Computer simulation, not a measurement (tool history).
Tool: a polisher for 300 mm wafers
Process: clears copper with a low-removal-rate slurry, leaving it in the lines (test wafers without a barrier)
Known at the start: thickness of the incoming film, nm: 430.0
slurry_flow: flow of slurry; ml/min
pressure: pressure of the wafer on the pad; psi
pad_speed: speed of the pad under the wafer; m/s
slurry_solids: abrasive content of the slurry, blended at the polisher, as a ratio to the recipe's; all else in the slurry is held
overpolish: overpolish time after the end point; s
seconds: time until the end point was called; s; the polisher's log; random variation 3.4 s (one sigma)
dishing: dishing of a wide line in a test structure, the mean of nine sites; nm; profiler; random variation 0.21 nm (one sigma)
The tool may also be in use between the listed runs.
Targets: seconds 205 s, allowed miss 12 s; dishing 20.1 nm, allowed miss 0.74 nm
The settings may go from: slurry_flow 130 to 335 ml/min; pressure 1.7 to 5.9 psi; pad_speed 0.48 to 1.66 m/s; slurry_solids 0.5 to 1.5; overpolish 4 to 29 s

| run | day | slurry_flow | pressure | pad_speed | slurry_solids | overpolish | seconds | dishing |
|---|---|---|---|---|---|---|---|---|
| 1 | 0 | 215 | 3.8 | 1.06 | 1 | 15 | 107.48 | 41.059 |
| 2 | 0.083 | 215 | 3.3 | 1 | 1 | 14 | 119.81 | 33.971 |
| 3 | 0.375 | 215 | 3.3 | 1.16 | 1 | 14 | 105.14 | 38.41 |
| 4 | 0.671 | 210 | 2.9 | 1.04 | 1 | 14 | 124.79 | 32.211 |
| 5 | 0.738 | 210 | 2.9 | 1.04 | 1.1 | 14 | 127 | 32.45 |
| 6 | 0.817 | 245 | 2.9 | 1.04 | 1.1 | 14 | 122.14 | 33.267 |
| 7 | 0.979 | 235 | 2.6 | 0.96 | 1.1 | 14 | 142.15 | 29.975 |
| 8 | 1.008 | 230 | 2.4 | 0.9 | 1.1 | 14 | 159.9 | 26.977 |
| 9 | 1.208 | 225 | 2.2 | 0.88 | 1.1 | 14 | 168.73 | 25.499 |
| 10 | 1.254 | 220 | 2.1 | 0.86 | 1.1 | 14 | 177.22 | 24.498 |
| 11 | 1.338 | 215 | 2 | 0.84 | 1.1 | 14 | 184.25 | 23.546 |
| 12 | 1.4 | 210 | 1.9 | 0.84 | 1.1 | 14 | 192.54 | 23.035 |
|  | 1.55 | worn pad replaced by a new one |
| 13 | 1.55 | 220 | 1.8 | 0.8 | 1.1 | 12 | 180.92 | 20.678 |
| 14 | 1.758 | 210 | 1.8 | 0.78 | 1.1 | 12 | 187.5 | 20.012 |
| 15 | 2.096 | 210 | 1.8 | 0.76 | 1.1 | 12 | 187.71 | 19.773 |
| 16 | 2.438 | 200 | 1.7 | 0.68 | 1.1 | 14 | 219.83 | 20.176 |
| 17 | 2.621 | 200 | 1.8 | 0.68 | 1.1 | 13 | 214.16 | 19.275 |
| 18 | 2.904 | 205 | 1.8 | 0.68 | 1.1 | 13 | 212.72 | 19.21 |

Which of these 4 next moves meets every target?
| A | 3.188 | 180 | 2 | 0.84 | 0.9 | 11 | ? | ? |
| B | 3.188 | 215 | 2.5 | 0.62 | 1 | 12 | ? | ? |
| C | 3.188 | 215 | 2.5 | 0.6 | 1.2 | 13 | ? | ? |
| D | 3.188 | 225 | 1.8 | 0.68 | 1.05 | 12 | ? | ? |

| move | seconds | dishing |
|---|---|---|
| A | 175.4 | 19.594 |
| B | 201.85 | 18.717 |
| C | 201.23 | 20.194 |
| D | 212.37 | 17.79 |
A: brings the result that was furthest off to its target, and leaves another outside
B: further off than the last run
C: meets every target
D: further off than the last run
Move C is the one to make.

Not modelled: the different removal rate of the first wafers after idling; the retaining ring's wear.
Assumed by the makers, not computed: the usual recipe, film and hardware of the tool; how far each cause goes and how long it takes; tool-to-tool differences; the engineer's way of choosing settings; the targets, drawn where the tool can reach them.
